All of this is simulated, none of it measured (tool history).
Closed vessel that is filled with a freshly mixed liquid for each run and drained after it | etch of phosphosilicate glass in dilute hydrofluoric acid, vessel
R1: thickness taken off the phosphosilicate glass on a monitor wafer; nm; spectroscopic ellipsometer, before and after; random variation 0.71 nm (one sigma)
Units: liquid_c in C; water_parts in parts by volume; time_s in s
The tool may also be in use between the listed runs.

run 1 hour=0 | liquid_c=21 water_parts=120 time_s=30 | R1=23.96
run 2 hour=2.4 | liquid_c=21 water_parts=120 time_s=30 | R1=24.167
run 3 hour=8.6 | liquid_c=21 water_parts=120 time_s=30 | R1=24.233
run 4 hour=9.9 | liquid_c=22 water_parts=110 time_s=30 | R1=27.786
run 5 hour=11.3 | liquid_c=23 water_parts=100 time_s=30 | R1=32.272
-- hour=18.2 thermometer replaced
run 6 hour=18.2 | liquid_c=20.5 water_parts=100 time_s=30 | R1=31.482
run 7 hour=23.1 | liquid_c=20.5 water_parts=100 time_s=30 | R1=31.106
run 8 hour=30.7 | liquid_c=21 water_parts=90 time_s=30 | R1=35.691

The next listed run, before its measurement:
run 9 hour=34.1 | liquid_c=21.5 water_parts=85 time_s=30 | R1=?

{"run 9": {"R1": 39.592}}
